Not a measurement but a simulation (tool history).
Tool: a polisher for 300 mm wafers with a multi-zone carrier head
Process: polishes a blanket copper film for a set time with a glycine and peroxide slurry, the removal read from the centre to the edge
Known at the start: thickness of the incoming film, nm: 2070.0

run	hour	flow of slurry (ml/min)	pressure of the head's centre zone	pressure of the head's middle zone	pressure of the head's edge zone	polishing time (s)	film removed at the wafer's centre (angstrom)	film removed at mid-radius (angstrom)	film removed at the wafer's edge (angstrom)
1	0	155	1	1	1	49	2341.6	2336.8	2307.8
2	7.9	155	1	1	0.95	49	2330.2	2281.3	2169.6
3	16.2	145	0.96	0.99	0.93	48	2181.8	2248.8	2083.4
4	20.8	120	0.96	0.99	0.93	48	2093.6	2134.9	2138.5
5	27.5	120	0.94	0.98	0.92	47	2057.3	2094.2	2046.4
6	29.9	120	0.94	0.98	0.97	47	2012.1	2108.2	2088.2
7	32.9	120	0.92	0.97	0.96	46	1958.8	2029.8	2121.6
8	40.8	120	0.91	0.97	0.94	45	1904.5	1966.5	2018.6
9	43.5	120	0.89	0.98	0.92	44	1815.3	2002.2	1918.8
10	50.8	120	0.89	0.98	0.92	44	1849.6	1945.2	1901.8

Forecast run 11:
11	54.2	115	0.87	0.98	0.92	44	?	?	?

{"run 11": {"film removed at the wafer's centre (angstrom)": 1775.5, "film removed at mid-radius (angstrom)": 1916.3, "film removed at the wafer's edge (angstrom)": 1955.6}}
